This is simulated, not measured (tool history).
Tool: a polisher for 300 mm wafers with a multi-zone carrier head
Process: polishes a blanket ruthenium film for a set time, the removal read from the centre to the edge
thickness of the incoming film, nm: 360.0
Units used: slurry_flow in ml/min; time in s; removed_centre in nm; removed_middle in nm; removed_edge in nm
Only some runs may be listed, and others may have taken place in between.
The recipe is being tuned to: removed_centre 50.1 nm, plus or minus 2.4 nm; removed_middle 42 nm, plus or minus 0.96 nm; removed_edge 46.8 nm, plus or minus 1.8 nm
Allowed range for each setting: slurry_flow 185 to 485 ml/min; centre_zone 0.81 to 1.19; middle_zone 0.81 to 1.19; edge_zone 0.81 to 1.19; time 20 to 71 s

| run | hour | slurry_flow | centre_zone | middle_zone | edge_zone | time | removed_centre | removed_middle | removed_edge |
|---|---|---|---|---|---|---|---|---|---|
| 1 | 0 | 310 | 1 | 1 | 1 | 45 | 37.928 | 36.34 | 36.933 |
| 2 | 5.9 | 310 | 1.04 | 1 | 1 | 45 | 38.483 | 35.763 | 37.413 |
| 3 | 13.7 | 315 | 1.06 | 1 | 1.01 | 46 | 41.063 | 37.318 | 37.304 |
| 4 | 16.4 | 310 | 1.06 | 0.99 | 1.02 | 47 | 41.831 | 37.304 | 38.15 |
| 5 | 20.9 | 305 | 1.05 | 0.98 | 1.03 | 48 | 41.855 | 37.818 | 40.341 |
| 6 | 24.3 | 305 | 1.05 | 0.98 | 0.94 | 48 | 42.402 | 38.228 | 38.589 |
| 7 | 28.1 | 345 | 1.15 | 1.01 | 1.04 | 53 | 52.082 | 42.965 | 44.869 |
| 8 | 32.4 | 345 | 1.14 | 1 | 1.05 | 53 | 51.735 | 43.047 | 44.816 |

Consider the 5 candidate settings below. Which is the only one whose results all fall within their allowed miss of target?
| A | 36.7 | 440 | 1.11 | 0.97 | 1.15 | 52 | ? | ? | ? |
| B | 36.7 | 435 | 1.14 | 1.06 | 0.94 | 52 | ? | ? | ? |
| C | 36.7 | 305 | 1.17 | 0.9 | 1.02 | 58 | ? | ? | ? |
| D | 36.7 | 385 | 1.12 | 1.03 | 1.03 | 53 | ? | ? | ? |
| E | 36.7 | 295 | 1.19 | 0.91 | 1.14 | 56 | ? | ? | ? |

| move | removed_centre | removed_middle | removed_edge |
|---|---|---|---|
| A | 51.221 | 41.733 | 46.675 |
| B | 52.605 | 44.717 | 42.193 |
| C | 58.55 | 42.834 | 48.114 |
| D | 52.207 | 44.208 | 44.678 |
| E | 57.34 | 41.587 | 49.014 |
A: every result within its allowed miss
B: further off than the last run
C: meets the target for the result that was furthest off, but another lies outside its allowed miss
D: further off than the last run
E: the result that was furthest off in the last run now lies on the other side of its target
Answer: A
